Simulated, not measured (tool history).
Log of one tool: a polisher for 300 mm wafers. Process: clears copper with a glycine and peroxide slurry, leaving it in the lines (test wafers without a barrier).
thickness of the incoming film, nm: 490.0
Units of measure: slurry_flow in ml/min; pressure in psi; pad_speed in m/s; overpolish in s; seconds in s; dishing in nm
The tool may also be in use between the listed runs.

run  hour  slurry_flow  pressure  pad_speed  overpolish  seconds  dishing
  1   0.0          135       2.4       1.16          24   83.124   66.043
  2   5.8          135       2.4       1.16          15   88.624   47.225
  3   8.5          135       2.6       1.16          15   83.912   50.527
  4  10.5          135       2.7       1.16          16   80.653   53.541
  5  16.6          135       2.8       1.16          17   78.659   55.532
  6  21.0          135       2.8       1.16          18   75.281   60.033
  7  29.3          135       2.8       1.14          19   76.671   61.199
  8  35.1          135       2.9       1.12          20   78.259   65.412
  9  37.5          135       3.0       1.12          20   72.993   65.564

Forecast run 10:
 10  45.7          135       3.0       1.12          21        ?        ?

seconds: 76.074 s
dishing: 67.753 nm
